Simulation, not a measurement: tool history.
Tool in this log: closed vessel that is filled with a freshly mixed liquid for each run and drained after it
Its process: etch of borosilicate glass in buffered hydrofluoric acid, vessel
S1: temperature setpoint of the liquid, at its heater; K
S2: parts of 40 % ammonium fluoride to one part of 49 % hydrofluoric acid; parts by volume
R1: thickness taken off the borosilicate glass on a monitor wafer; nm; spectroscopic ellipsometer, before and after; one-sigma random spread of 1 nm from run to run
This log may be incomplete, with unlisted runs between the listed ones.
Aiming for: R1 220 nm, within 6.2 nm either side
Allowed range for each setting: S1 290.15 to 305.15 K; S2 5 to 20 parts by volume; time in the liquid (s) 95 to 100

Run 1, day 0: S1 297.15 K, S2 12 parts by volume, time in the liquid (s) 95. Result: R1 94.68 nm.
Run 2, day 0.367: S1 295.15 K, S2 12 parts by volume, time in the liquid (s) 95. Result: R1 84.506 nm.
Run 3, day 0.571: S1 296.15 K, S2 11.5 parts by volume, time in the liquid (s) 95. Result: R1 92.94 nm.
Run 4, day 0.696: S1 297.15 K, S2 11 parts by volume, time in the liquid (s) 95. Result: R1 102.37 nm.
Run 5, day 0.9: S1 299.15 K, S2 11 parts by volume, time in the liquid (s) 95. Result: R1 115.08 nm.
Run 6, day 1.025: S1 296.15 K, S2 11 parts by volume, time in the liquid (s) 95. Result: R1 97.981 nm.
Run 7, day 1.375: S1 296.15 K, S2 11 parts by volume, time in the liquid (s) 95. Result: R1 97.092 nm.
Run 8, day 1.462: S1 300.15 K, S2 7 parts by volume, time in the liquid (s) 95. Result: R1 188.1 nm.
Run 9, day 1.771: S1 300.65 K, S2 7 parts by volume, time in the liquid (s) 95. Result: R1 192.37 nm.

Pick the move, out of 4, that brings all results within their allowed miss; only one does.
Run A, day 2.079: S1 301.15 K, S2 6.5 parts by volume, time in the liquid (s) 100. Result: R1 ?.
Run B, day 2.079: S1 300.15 K, S2 8.5 parts by volume, time in the liquid (s) 100. Result: R1 ?.
Run C, day 2.079: S1 300.65 K, S2 6.5 parts by volume, time in the liquid (s) 95. Result: R1 ?.
Run D, day 2.079: S1 299.15 K, S2 6.5 parts by volume, time in the liquid (s) 100. Result: R1 ?.

move      R1
   A  219.15
   B  157.24
   C  202.85
   D  197.42
A: all results in spec
B: lands further from the targets than the last run did
C: an improvement on the last run, though not all results are within tolerance
D: an improvement on the last run, though not all results are within tolerance
A is the move that brings every result within its allowed miss.
